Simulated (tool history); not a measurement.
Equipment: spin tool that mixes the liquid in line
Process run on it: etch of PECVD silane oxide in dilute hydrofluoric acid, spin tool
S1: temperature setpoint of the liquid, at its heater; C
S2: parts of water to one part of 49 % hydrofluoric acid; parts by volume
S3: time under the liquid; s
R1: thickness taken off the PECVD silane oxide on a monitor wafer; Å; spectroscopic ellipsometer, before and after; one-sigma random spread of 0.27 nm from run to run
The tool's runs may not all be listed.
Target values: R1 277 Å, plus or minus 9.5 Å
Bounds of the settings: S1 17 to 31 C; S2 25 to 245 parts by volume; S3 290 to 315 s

run  hour    S1   S2   S3      R1
  1     0    23  135  290  340.52
  2   5.3    20  135  290  302.58
  3  10.2    20  135  315  327.38
  4  12.5    19  135  315  311.79
  5  16.7    19  165  315  252.71
  6  22.3    19  165  290  231.33
  7  29.3    20  165  290  238.21
  8  30.5    21  165  290  254.43
  9    38    21  165  290  249.74
 10    43  21.5  165  290  254.77
 11  44.6    22  165  290  261.69
 12  45.9  22.5  165  290  262.87

5 candidate next runs follow, results not yet known. Just one meets every target within its allowed miss. Identify it.
  A  47.2    24  190  305   ?
  B  47.2    26  175  290   ?
  C  47.2  21.5  155  315   ?
  D  47.2    20  160  290   ?
  E  47.2    21  165  295   ?

move      R1
   A  246.82
   B  279.03
   C  294.99
   D  246.73
   E  251.82
A: misses by more than the last run did
B: all results in spec
C: pushes the last run's worst result past its target
D: misses by more than the last run did
E: misses by more than the last run did
Go with B: it meets all targets.
